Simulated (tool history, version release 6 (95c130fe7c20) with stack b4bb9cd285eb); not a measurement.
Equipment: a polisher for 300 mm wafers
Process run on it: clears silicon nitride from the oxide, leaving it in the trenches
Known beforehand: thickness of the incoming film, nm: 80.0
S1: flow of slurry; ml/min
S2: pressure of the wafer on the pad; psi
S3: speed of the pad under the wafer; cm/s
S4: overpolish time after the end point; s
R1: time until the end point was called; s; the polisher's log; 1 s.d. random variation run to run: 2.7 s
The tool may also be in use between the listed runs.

| run | hour | S1 | S2 | S3 | S4 | R1 |
|---|---|---|---|---|---|---|
| 1 | 0 | 170 | 2.3 | 120 | 35 | 83.078 |
| 2 | 4.7 | 165 | 2 | 110 | 35 | 104.75 |
| 3 | 5.4 | 140 | 2 | 110 | 35 | 105.37 |
| 4 | 11.5 | 160 | 2 | 110 | 35 | 102.86 |
| 5 | 15.7 | 160 | 1.8 | 102 | 35 | 126.29 |
| 6 | 16.8 | 160 | 1.8 | 128 | 35 | 97.104 |
| 7 | 25.5 | 160 | 1.6 | 118 | 35 | 118 |
| 8 | 27.4 | 160 | 1.5 | 110 | 35 | 139.01 |
| 9 | 32.7 | 160 | 1.4 | 106 | 35 | 151.83 |
| 10 | 36.6 | 160 | 1.3 | 104 | 35 | 165.57 |
| 11 | 38.6 | 160 | 1.2 | 102 | 35 | 180.47 |

Run 12 comes next. What will it give?
| 12 | 42 | 160 | 1.2 | 100 | 35 | ? |

{"run 12": {"R1": 184.71}}
